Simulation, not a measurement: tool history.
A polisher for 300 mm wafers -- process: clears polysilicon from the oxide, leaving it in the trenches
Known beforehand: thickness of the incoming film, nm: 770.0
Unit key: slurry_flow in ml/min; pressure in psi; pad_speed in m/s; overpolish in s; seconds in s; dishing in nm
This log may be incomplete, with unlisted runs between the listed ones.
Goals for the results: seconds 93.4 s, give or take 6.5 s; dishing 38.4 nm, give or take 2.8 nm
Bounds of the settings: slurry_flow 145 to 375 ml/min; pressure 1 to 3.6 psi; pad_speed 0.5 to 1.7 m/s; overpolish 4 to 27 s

| run | hour | slurry_flow | pressure | pad_speed | overpolish | seconds | dishing |
|---|---|---|---|---|---|---|---|
| 1 | 0 | 240 | 2.3 | 1.1 | 14 | 60.143 | 42.287 |
| 2 | 1.5 | 240 | 2.3 | 1.34 | 14 | 49.714 | 41.288 |
| 3 | 4.2 | 240 | 2.3 | 1.12 | 14 | 59.172 | 41.979 |
| 4 | 8.3 | 240 | 2.7 | 1.12 | 14 | 52.041 | 42.013 |
| 5 | 12.3 | 235 | 2.4 | 1.12 | 12 | 57.705 | 40.613 |
| 6 | 15.5 | 235 | 2.1 | 1.12 | 12 | 61.336 | 41.206 |
| 7 | 21.7 | 230 | 1.9 | 1.08 | 11 | 65.91 | 40.922 |
| 8 | 25.5 | 225 | 1.3 | 0.86 | 5 | 101.95 | 25.225 |
| 9 | 27.9 | 225 | 1.3 | 0.86 | 7 | 102.25 | 31.628 |
| 10 | 35.4 | 225 | 1.3 | 0.88 | 8 | 103.07 | 33.825 |
| 11 | 44.2 | 225 | 1.3 | 0.9 | 8 | 97.706 | 34.826 |
| 12 | 45.3 | 225 | 1.3 | 0.92 | 8 | 97.922 | 35.09 |
| 13 | 47.2 | 225 | 1.3 | 0.94 | 8 | 95.365 | 34.926 |

Next run, 4 choices. One meets every target within its allowed miss, the rest don't. Which?
| A | 49.1 | 145 | 1.1 | 0.94 | 9 | ? | ? |
| B | 49.1 | 225 | 1.3 | 1 | 7 | ? | ? |
| C | 49.1 | 260 | 1.1 | 0.86 | 9 | ? | ? |
| D | 49.1 | 145 | 1.5 | 0.98 | 10 | ? | ? |

| move | seconds | dishing |
|---|---|---|
| A | 112.38 | 34.269 |
| B | 91.797 | 33.621 |
| C | 112.34 | 34.274 |
| D | 93.715 | 37.577 |
A: its largest miss is bigger than the last run's
B: its largest miss is bigger than the last run's
C: its largest miss is bigger than the last run's
D: all results in spec
So the answer is move D, the one that meets all the targets.

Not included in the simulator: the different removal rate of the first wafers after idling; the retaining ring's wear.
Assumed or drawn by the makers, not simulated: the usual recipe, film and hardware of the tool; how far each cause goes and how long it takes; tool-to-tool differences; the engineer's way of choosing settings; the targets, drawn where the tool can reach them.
